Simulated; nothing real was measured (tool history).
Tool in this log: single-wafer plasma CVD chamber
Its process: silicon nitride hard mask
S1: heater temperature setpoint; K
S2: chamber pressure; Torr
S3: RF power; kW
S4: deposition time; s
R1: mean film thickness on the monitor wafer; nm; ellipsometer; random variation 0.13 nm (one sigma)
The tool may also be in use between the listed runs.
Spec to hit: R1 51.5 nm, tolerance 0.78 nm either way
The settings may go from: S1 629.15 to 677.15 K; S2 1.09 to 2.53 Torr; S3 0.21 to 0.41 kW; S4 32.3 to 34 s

| run | hour | S1 | S2 | S3 | S4 | R1 |
|---|---|---|---|---|---|---|
| 1 | 0 | 653.15 | 1.81 | 0.31 | 34 | 43.794 |
| 2 | 7.1 | 653.15 | 1.91 | 0.315 | 34 | 45.033 |
| 3 | 12.5 | 653.15 | 1.66 | 0.315 | 34 | 42.741 |
| 4 | 20 | 653.15 | 1.66 | 0.355 | 34 | 45.673 |
|  | 28.6 | capacitance manometer re-zeroed and calibrated |
| 5 | 28.6 | 653.15 | 1.66 | 0.355 | 32.3 | 42.629 |
| 6 | 32.7 | 653.15 | 1.79 | 0.36 | 32.3 | 44.442 |
| 7 | 36.5 | 653.15 | 1.9 | 0.36 | 32.3 | 45.494 |
| 8 | 41.2 | 653.15 | 1.99 | 0.36 | 32.3 | 46.355 |
| 9 | 41.9 | 653.15 | 2.35 | 0.37 | 32.3 | 49.782 |
| 10 | 50.9 | 653.15 | 2.38 | 0.37 | 32.3 | 49.864 |
| 11 | 57.9 | 653.15 | 2.4 | 0.37 | 32.3 | 50.043 |
| 12 | 59.5 | 653.15 | 2.42 | 0.37 | 32.3 | 50.261 |
| 13 | 67.2 | 653.15 | 2.44 | 0.37 | 32.3 | 50.198 |
| 14 | 73.3 | 653.15 | 2.45 | 0.37 | 32.3 | 50.447 |

Of the 4 settings listed for the next run, only one would bring every result within its allowed miss of target. Which one?
| A | 79.4 | 653.15 | 2.5 | 0.38 | 33.2 | ? |
| B | 79.4 | 654.15 | 2.17 | 0.36 | 33.7 | ? |
| C | 79.4 | 644.15 | 2.21 | 0.37 | 32.7 | ? |
| D | 79.4 | 656.15 | 2.44 | 0.37 | 33.2 | ? |

| move | R1 |
|---|---|
| A | 52.892 |
| B | 49.824 |
| C | 49.612 |
| D | 51.655 |
A: moves the result that the last run missed by most past its target, out the other side
B: lands further from the targets than the last run did
C: lands further from the targets than the last run did
D: every result within its allowed miss
Answer: D
